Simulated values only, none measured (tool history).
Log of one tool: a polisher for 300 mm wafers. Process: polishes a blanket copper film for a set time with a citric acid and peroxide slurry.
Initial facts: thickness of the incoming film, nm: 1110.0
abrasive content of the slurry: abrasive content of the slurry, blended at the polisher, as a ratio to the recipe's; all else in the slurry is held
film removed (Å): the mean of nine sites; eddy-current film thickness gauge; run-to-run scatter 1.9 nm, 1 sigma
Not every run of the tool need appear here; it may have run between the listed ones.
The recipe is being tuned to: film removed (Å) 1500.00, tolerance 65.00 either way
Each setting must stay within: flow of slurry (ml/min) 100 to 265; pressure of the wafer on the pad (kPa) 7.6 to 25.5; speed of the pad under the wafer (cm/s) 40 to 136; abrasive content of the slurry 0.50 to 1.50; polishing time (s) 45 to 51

| run | hour | flow of slurry (ml/min) | pressure of the wafer on the pad (kPa) | speed of the pad under the wafer (cm/s) | abrasive content of the slurry | polishing time (s) | film removed (Å) |
|---|---|---|---|---|---|---|---|
| 1 | 0.0 | 170 | 16.5 | 88 | 1.00 | 51 | 925.81 |
| 2 | 8.7 | 170 | 16.5 | 72 | 1.00 | 51 | 756.66 |
| 3 | 12.2 | 170 | 16.5 | 72 | 1.00 | 51 | 763.60 |
| 4 | 15.1 | 170 | 13.1 | 72 | 1.00 | 51 | 609.52 |
| 5 | 16.3 | 170 | 16.5 | 74 | 1.00 | 51 | 780.15 |
| 6 | 20.1 | 170 | 16.5 | 74 | 1.10 | 51 | 819.45 |
| 7 | 22.7 | 170 | 18.6 | 74 | 1.10 | 51 | 882.63 |
| 8 | 28.8 | 170 | 20.7 | 78 | 1.10 | 51 | 1042.60 |
| 9 | 31.4 | 170 | 22.1 | 80 | 1.10 | 51 | 1120.90 |
| 10 | 33.8 | 170 | 22.8 | 82 | 1.10 | 51 | 1208.40 |
| 11 | 39.8 | 170 | 23.4 | 84 | 1.10 | 51 | 1266.70 |
| 12 | 45.0 | 170 | 24.1 | 86 | 1.10 | 51 | 1332.90 |
| 13 | 52.3 | 170 | 24.8 | 88 | 1.10 | 51 | 1375.90 |
| 14 | 60.0 | 170 | 24.8 | 90 | 1.10 | 51 | 1403.90 |

Pick the move, out of 5, that brings all results within their allowed miss; only one does.
| A | 67.7 | 205 | 24.8 | 84 | 1.05 | 49 | ? |
| B | 67.7 | 205 | 25.5 | 84 | 1.00 | 48 | ? |
| C | 67.7 | 195 | 21.4 | 104 | 1.15 | 47 | ? |
| D | 67.7 | 155 | 25.5 | 96 | 1.05 | 50 | ? |
| E | 67.7 | 175 | 25.5 | 104 | 1.05 | 51 | ? |

| move | film removed (Å) |
|---|---|
| A | 1296.60 |
| B | 1291.30 |
| C | 1341.80 |
| D | 1493.40 |
| E | 1675.20 |
A: moves away from the targets compared with the last run
B: moves away from the targets compared with the last run
C: moves away from the targets compared with the last run
D: all results in spec
E: takes the result that was furthest off past its target
D is the move that brings every result within its allowed miss.

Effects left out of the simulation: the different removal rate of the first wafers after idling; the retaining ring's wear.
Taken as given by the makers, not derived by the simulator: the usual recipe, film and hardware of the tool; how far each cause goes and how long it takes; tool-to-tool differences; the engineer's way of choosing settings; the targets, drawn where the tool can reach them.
